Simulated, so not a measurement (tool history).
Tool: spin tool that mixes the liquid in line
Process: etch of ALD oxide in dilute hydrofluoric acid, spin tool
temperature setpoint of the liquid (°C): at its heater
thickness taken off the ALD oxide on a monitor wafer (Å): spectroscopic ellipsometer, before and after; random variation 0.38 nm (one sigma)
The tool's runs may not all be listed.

run  hour  temperature setpoint of the liquid (°C)  parts of water to one part of 49 % hydrofluoric acid (parts by volume)  time under the liquid (s)  thickness taken off the ALD oxide on a monitor wafer (Å)
  1   0.0                                     26.0                                                                     250                        295                                                    173.99
  2   5.4                                     23.5                                                                     250                        295                                                    158.47
  3  14.2                                     21.0                                                                     250                        295                                                    143.97
  4  20.3                                     21.0                                                                     250                        295                                                    145.57
  5  24.6                                     21.0                                                                     250                        295                                                    144.60
  6  31.5                                     19.0                                                                     250                        295                                                    133.33
  7  33.1                                     23.5                                                                     210                        295                                                    197.60
  8  41.5                                     26.5                                                                     185                        295                                                    253.01
  9  43.5                                     28.5                                                                     170                        295                                                    304.35
 10  48.2                                     28.5                                                                     170                        295                                                    303.52
 11  52.4                                     30.0                                                                     165                        295                                                    335.93
 12  57.5                                     31.0                                                                     160                        295                                                    359.77

Forecast run 13:
 13  64.3                                     32.0                                                                     160                        295                                                         ?

thickness taken off the ALD oxide on a monitor wafer (Å): 376.28
